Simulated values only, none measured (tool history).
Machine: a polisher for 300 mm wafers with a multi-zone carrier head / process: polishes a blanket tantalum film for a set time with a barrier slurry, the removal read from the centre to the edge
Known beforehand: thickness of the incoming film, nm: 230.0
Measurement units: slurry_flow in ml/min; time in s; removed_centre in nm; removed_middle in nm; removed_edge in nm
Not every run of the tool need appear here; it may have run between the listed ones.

| run | hour | slurry_flow | centre_zone | middle_zone | edge_zone | slurry_solids | time | removed_centre | removed_middle | removed_edge |
|---|---|---|---|---|---|---|---|---|---|---|
| 1 | 0 | 160 | 1 | 1 | 1 | 1 | 63 | 95.673 | 96.108 | 97.039 |
| 2 | 2 | 160 | 1 | 1 | 1 | 1.2 | 63 | 97.425 | 99.145 | 104.07 |
| 3 | 5.7 | 170 | 1.02 | 1.02 | 1.01 | 1.25 | 63 | 102.72 | 104.7 | 102.71 |
| 4 | 11.9 | 175 | 1.03 | 1.02 | 1.02 | 1.3 | 64 | 107.66 | 105.15 | 107.73 |
| 5 | 16.3 | 175 | 1.03 | 1.02 | 0.98 | 1.3 | 64 | 106.68 | 107.33 | 102.13 |
| 6 | 21.7 | 175 | 1.03 | 1.02 | 0.98 | 1.1 | 64 | 102.38 | 102.44 | 100.31 |

Run 7, settings as shown, results not yet in. Your forecast:
| 7 | 30.7 | 180 | 1.04 | 1.03 | 1 | 1.15 | 64 | ? | ? | ? |

{"run 7": {"removed_centre": 104.98, "removed_middle": 105.15, "removed_edge": 101.71}}
